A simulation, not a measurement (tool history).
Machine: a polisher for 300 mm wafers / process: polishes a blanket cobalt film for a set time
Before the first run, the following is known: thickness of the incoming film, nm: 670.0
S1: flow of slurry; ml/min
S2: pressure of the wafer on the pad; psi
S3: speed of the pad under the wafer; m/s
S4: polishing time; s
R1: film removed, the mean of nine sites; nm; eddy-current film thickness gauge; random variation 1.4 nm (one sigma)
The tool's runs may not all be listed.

Run 1, hour 0.0: S1 270 ml/min, S2 1.8 psi, S3 1.26 m/s, S4 49 s. Result: R1 242.12 nm.
Run 2, hour 7.4: S1 270 ml/min, S2 1.7 psi, S3 1.26 m/s, S4 49 s. Result: R1 230.96 nm.
Run 3, hour 16.1: S1 270 ml/min, S2 1.9 psi, S3 1.26 m/s, S4 49 s. Result: R1 249.95 nm.
Run 4, hour 23.8: S1 270 ml/min, S2 1.9 psi, S3 1.12 m/s, S4 49 s. Result: R1 223.46 nm.
Run 5, hour 25.9: S1 270 ml/min, S2 1.8 psi, S3 1.12 m/s, S4 49 s. Result: R1 215.20 nm.
Run 6, hour 29.7: S1 265 ml/min, S2 1.7 psi, S3 1.12 m/s, S4 49 s. Result: R1 203.82 nm.
At hour 38.5: slurry nozzle cleaned.
Run 7, hour 38.5: S1 260 ml/min, S2 1.7 psi, S3 1.12 m/s, S4 49 s. Result: R1 213.03 nm.

What will run 8 give?
Run 8, hour 39.1: S1 275 ml/min, S2 1.7 psi, S3 1.12 m/s, S4 49 s. Result: R1 ?.

R1: 212.90 nm

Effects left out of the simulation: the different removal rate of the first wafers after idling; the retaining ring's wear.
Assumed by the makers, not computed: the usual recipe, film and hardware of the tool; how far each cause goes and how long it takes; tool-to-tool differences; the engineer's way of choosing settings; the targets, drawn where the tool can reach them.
